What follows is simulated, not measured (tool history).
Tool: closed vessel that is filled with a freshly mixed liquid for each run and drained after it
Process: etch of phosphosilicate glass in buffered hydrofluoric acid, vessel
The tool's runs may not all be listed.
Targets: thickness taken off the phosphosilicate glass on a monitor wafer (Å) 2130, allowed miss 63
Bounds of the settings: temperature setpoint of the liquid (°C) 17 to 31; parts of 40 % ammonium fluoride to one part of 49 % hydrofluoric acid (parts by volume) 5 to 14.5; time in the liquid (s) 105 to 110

run	hour	temperature setpoint of the liquid (°C)	parts of 40 % ammonium fluoride to one part of 49 % hydrofluoric acid (parts by volume)	time in the liquid (s)	thickness taken off the phosphosilicate glass on a monitor wafer (Å)
1	0	23	9	105	3698.2
2	6.6	23	9	110	3900.9
3	13.6	24.5	9	110	4136.5
4	22.2	24.5	8	110	4744.1
# hour 26.2: hydrofluoric acid flow meter replaced
5	26.2	24.5	8	110	4985.8
6	34	23	8	110	4557
7	38.1	22	8.5	110	4051
8	40.9	21	9	110	3611.2
9	42.1	20.5	9.5	110	3349.1
10	47.4	20	10	110	3194.2
11	55.9	19.5	10.5	110	3011.6
12	64.6	17	13.5	110	2011.6
13	69.3	17	13.5	110	2019.3

Which of these 4 next moves meets every target?
A	74	19.5	14	105	?
B	74	17.5	14.5	110	?
C	74	20	14	110	?
D	74	18	14	105	?

move	thickness taken off the phosphosilicate glass on a monitor wafer (Å)
A	2136.1
B	1930.5
C	2301.5
D	1962.5
A: meets every target
B: further off than the last run
C: takes the result that was furthest off past its target
D: further off than the last run
The right move is A.
